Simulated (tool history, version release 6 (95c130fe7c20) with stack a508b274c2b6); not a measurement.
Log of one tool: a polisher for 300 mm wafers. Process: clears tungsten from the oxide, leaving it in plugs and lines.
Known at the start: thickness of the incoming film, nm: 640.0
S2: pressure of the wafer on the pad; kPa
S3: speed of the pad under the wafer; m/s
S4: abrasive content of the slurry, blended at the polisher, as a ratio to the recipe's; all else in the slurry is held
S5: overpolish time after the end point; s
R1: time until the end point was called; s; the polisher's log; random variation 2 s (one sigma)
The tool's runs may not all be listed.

{"run": 1, "hour": 0.0, "flow of slurry (ml/min)": 305, "S2": 29.6, "S3": 1.28, "S4": 1, "S5": 3, "R1": 85.595}
{"run": 2, "hour": 7.4, "flow of slurry (ml/min)": 305, "S2": 25.5, "S3": 1.26, "S4": 1, "S5": 3, "R1": 96.426}
{"run": 3, "hour": 9.2, "flow of slurry (ml/min)": 305, "S2": 22.8, "S3": 1.22, "S4": 1, "S5": 3, "R1": 109.44}
{"run": 4, "hour": 11.9, "flow of slurry (ml/min)": 350, "S2": 22.8, "S3": 1.22, "S4": 1, "S5": 3, "R1": 107.73}
{"run": 5, "hour": 17.0, "flow of slurry (ml/min)": 350, "S2": 20.7, "S3": 1.2, "S4": 1, "S5": 3, "R1": 117.43}
{"run": 6, "hour": 20.6, "flow of slurry (ml/min)": 350, "S2": 18.6, "S3": 1.2, "S4": 1, "S5": 3, "R1": 128.44}
{"run": 7, "hour": 24.8, "flow of slurry (ml/min)": 350, "S2": 17.2, "S3": 1.2, "S4": 1, "S5": 3, "R1": 134.92}
{"run": 8, "hour": 33.4, "flow of slurry (ml/min)": 350, "S2": 16.5, "S3": 1.2, "S4": 1, "S5": 3, "R1": 139.05}

The next listed run, before its measurement:
{"run": 9, "hour": 40.2, "flow of slurry (ml/min)": 350, "S2": 15.9, "S3": 1.2, "S4": 1, "S5": 3, "R1": "?"}

R1: 142.91 s
